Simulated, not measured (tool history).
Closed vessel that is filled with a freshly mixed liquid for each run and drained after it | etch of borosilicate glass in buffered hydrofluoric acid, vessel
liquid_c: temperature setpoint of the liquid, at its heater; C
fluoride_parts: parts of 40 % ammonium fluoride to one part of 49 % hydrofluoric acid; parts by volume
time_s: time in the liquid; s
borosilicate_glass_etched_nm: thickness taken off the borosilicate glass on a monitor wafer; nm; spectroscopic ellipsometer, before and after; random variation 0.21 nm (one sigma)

| run | hour | liquid_c | fluoride_parts | time_s | borosilicate_glass_etched_nm |
|---|---|---|---|---|---|
| 1 | 0 | 23 | 22.5 | 35 | 19.675 |
| 2 | 2.2 | 23 | 22.5 | 35 | 20.08 |
| 3 | 10.8 | 23.5 | 22.5 | 35 | 20.404 |
| 4 | 12.2 | 23.5 | 22.5 | 30 | 17.314 |
| 5 | 21 | 23.5 | 28.5 | 30 | 14.867 |
| 6 | 25.8 | 23.5 | 30 | 30 | 14.424 |
| 7 | 31 | 24.5 | 29.5 | 30 | 15.573 |
| 8 | 35 | 25.5 | 29.5 | 30 | 16.237 |
| 9 | 40.9 | 26 | 29 | 30 | 16.725 |
| 10 | 49.5 | 26.5 | 28.5 | 30 | 17.406 |
| 11 | 52.4 | 27 | 28 | 30 | 18.553 |
| 12 | 59 | 27.5 | 28 | 30 | 18.665 |
| 13 | 66.2 | 28 | 27.5 | 30 | 19.44 |

Run 14 comes next. What will it give?
| 14 | 75.3 | 28.5 | 27.5 | 30 | ? |

{"run 14": {"borosilicate_glass_etched_nm": 19.937}}
